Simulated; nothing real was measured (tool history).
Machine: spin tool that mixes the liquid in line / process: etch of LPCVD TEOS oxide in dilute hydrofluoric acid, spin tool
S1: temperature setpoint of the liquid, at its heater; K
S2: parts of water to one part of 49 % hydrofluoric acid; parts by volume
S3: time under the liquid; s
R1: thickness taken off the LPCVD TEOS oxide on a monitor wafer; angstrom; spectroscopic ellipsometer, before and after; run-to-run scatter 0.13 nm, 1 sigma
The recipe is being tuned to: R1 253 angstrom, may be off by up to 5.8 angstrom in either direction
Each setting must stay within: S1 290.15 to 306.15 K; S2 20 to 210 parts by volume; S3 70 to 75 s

Run 1, hour 0: S1 298.15 K, S2 115 parts by volume, S3 70 s. Result: R1 195.63 angstrom.
Run 2, hour 7.5: S1 300.15 K, S2 115 parts by volume, S3 70 s. Result: R1 211.7 angstrom.
Run 3, hour 13.2: S1 301.15 K, S2 115 parts by volume, S3 70 s. Result: R1 219.08 angstrom.
Run 4, hour 14.7: S1 301.15 K, S2 145 parts by volume, S3 70 s. Result: R1 165.05 angstrom.
Run 5, hour 19.7: S1 301.15 K, S2 145 parts by volume, S3 70 s. Result: R1 166.61 angstrom.
Run 6, hour 26.7: S1 303.65 K, S2 145 parts by volume, S3 70 s. Result: R1 183.11 angstrom.
Run 7, hour 32.9: S1 304.15 K, S2 140 parts by volume, S3 70 s. Result: R1 194.77 angstrom.
Run 8, hour 40.9: S1 304.65 K, S2 135 parts by volume, S3 70 s. Result: R1 206.65 angstrom.
Run 9, hour 49.5: S1 305.15 K, S2 130 parts by volume, S3 70 s. Result: R1 221.15 angstrom.
Run 10, hour 55.7: S1 305.65 K, S2 125 parts by volume, S3 70 s. Result: R1 234.46 angstrom.

Pick the move, out of 4, that brings all results within their allowed miss; only one does.
Run A, hour 61.9: S1 306.15 K, S2 135 parts by volume, S3 70 s. Result: R1 ?.
Run B, hour 61.9: S1 303.15 K, S2 115 parts by volume, S3 70 s. Result: R1 ?.
Run C, hour 61.9: S1 303.65 K, S2 110 parts by volume, S3 70 s. Result: R1 ?.
Run D, hour 61.9: S1 304.15 K, S2 130 parts by volume, S3 70 s. Result: R1 ?.

move      R1
   A  217.92
   B  236.06
   C  253.16
   D  212.17
A: further off than the last run
B: closes in on the targets versus the last run, not all within tolerance yet
C: every result lands within tolerance
D: further off than the last run
C meets every target.
